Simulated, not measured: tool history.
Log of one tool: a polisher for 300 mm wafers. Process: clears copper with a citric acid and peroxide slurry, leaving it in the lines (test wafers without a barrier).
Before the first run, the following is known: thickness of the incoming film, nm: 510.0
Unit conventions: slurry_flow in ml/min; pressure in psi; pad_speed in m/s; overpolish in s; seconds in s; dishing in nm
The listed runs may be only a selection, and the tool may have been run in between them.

run  hour  slurry_flow  pressure  pad_speed  slurry_solids  overpolish  seconds  dishing
  1     0          280       3.7       1.22              1          10   171.96   20.985
  2   2.5          280       4.5       1.22              1          10   154.96   24.478
  3   5.8          280       3.8       1.16              1           8   182.71   16.608
  4    12          280       3.4       1.16              1           8   191.66   15.281
  5  17.3          280       3.4       1.28              1           8   174.66   16.577
  6  24.8          260         3       1.26            0.9           7   207.34   12.367
  7  25.9          235       2.7       1.34            0.8           6   215.36   10.682
  8  32.7          220       2.4       1.36            0.7           5   246.74   7.5736
  9  34.9          205       2.2       1.42           0.65           4   259.02   6.0514
 10    44          195       2.1       1.48            0.6           4   262.27   5.9118
 11  50.2          190         2       1.52           0.55           4   274.44   5.8546
 12  58.8          190         2       1.52           0.55           4   275.01   5.3721
 13  59.5          190         2       1.52           0.55           4    274.2   5.3962

Run 14, settings as shown, results not yet in. Your forecast:
 14  62.9          185       1.9       1.58           0.55           4        ?        ?

For run 14 the tool returned seconds 274.95 s, dishing 5.7889 nm.
